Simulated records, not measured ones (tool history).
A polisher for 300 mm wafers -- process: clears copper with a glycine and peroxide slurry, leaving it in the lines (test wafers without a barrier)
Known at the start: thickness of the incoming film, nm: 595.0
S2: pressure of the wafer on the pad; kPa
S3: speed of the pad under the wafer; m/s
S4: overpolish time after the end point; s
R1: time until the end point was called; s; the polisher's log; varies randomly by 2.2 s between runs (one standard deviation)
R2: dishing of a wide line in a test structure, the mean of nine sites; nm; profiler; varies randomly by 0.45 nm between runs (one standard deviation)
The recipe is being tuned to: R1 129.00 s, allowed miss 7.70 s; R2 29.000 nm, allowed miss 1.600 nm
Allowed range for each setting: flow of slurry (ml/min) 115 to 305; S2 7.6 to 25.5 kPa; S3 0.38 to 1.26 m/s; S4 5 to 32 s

{"run": 1, "hour": 0.0, "flow of slurry (ml/min)": 195, "S2": 16.5, "S3": 0.82, "S4": 16, "R1": 144.57, "R2": 42.378}
{"run": 2, "hour": 3.9, "flow of slurry (ml/min)": 195, "S2": 16.5, "S3": 0.74, "S4": 16, "R1": 150.0, "R2": 39.837}
{"run": 3, "hour": 9.3, "flow of slurry (ml/min)": 195, "S2": 16.5, "S3": 0.88, "S4": 16, "R1": 135.06, "R2": 42.88}
{"run": 4, "hour": 11.2, "flow of slurry (ml/min)": 195, "S2": 15.2, "S3": 0.88, "S4": 16, "R1": 143.21, "R2": 41.219}
{"run": 5, "hour": 15.5, "flow of slurry (ml/min)": 195, "S2": 15.2, "S3": 0.88, "S4": 15, "R1": 143.18, "R2": 37.963}
{"hour": 23.9, "done": "slurry nozzle cleaned"}
{"run": 6, "hour": 23.9, "flow of slurry (ml/min)": 230, "S2": 15.2, "S3": 0.88, "S4": 15, "R1": 139.45, "R2": 40.397}
{"run": 7, "hour": 26.5, "flow of slurry (ml/min)": 230, "S2": 15.2, "S3": 0.9, "S4": 14, "R1": 137.0, "R2": 38.426}
{"run": 8, "hour": 27.4, "flow of slurry (ml/min)": 230, "S2": 15.2, "S3": 0.92, "S4": 13, "R1": 132.74, "R2": 36.819}
{"run": 9, "hour": 30.0, "flow of slurry (ml/min)": 230, "S2": 15.2, "S3": 0.92, "S4": 12, "R1": 132.62, "R2": 34.552}
{"run": 10, "hour": 33.0, "flow of slurry (ml/min)": 230, "S2": 15.2, "S3": 0.92, "S4": 11, "R1": 136.81, "R2": 32.531}

Exactly one of the 5 candidate moves below puts every result within its allowed miss. Which one?
{"run": "A", "hour": 36.0, "flow of slurry (ml/min)": 230, "S2": 15.2, "S3": 0.82, "S4": 12, "R1": "?", "R2": "?"}
{"run": "B", "hour": 36.0, "flow of slurry (ml/min)": 195, "S2": 14.5, "S3": 1.02, "S4": 9, "R1": "?", "R2": "?"}
{"run": "C", "hour": 36.0, "flow of slurry (ml/min)": 245, "S2": 16.5, "S3": 1.02, "S4": 8, "R1": "?", "R2": "?"}
{"run": "D", "hour": 36.0, "flow of slurry (ml/min)": 205, "S2": 12.4, "S3": 0.94, "S4": 13, "R1": "?", "R2": "?"}
{"run": "E", "hour": 36.0, "flow of slurry (ml/min)": 230, "S2": 14.5, "S3": 0.88, "S4": 13, "R1": "?", "R2": "?"}

move=A R1=150.43 R2=32.372
move=B R1=133.61 R2=28.011
move=C R1=117.98 R2=28.279
move=D R1=159.27 R2=32.579
move=E R1=147.72 R2=34.823
A: misses by more than the last run did
B: all results in spec
C: the worst result of the last run now meets its target, but another is out of spec
D: misses by more than the last run did
E: misses by more than the last run did
The right move is B.
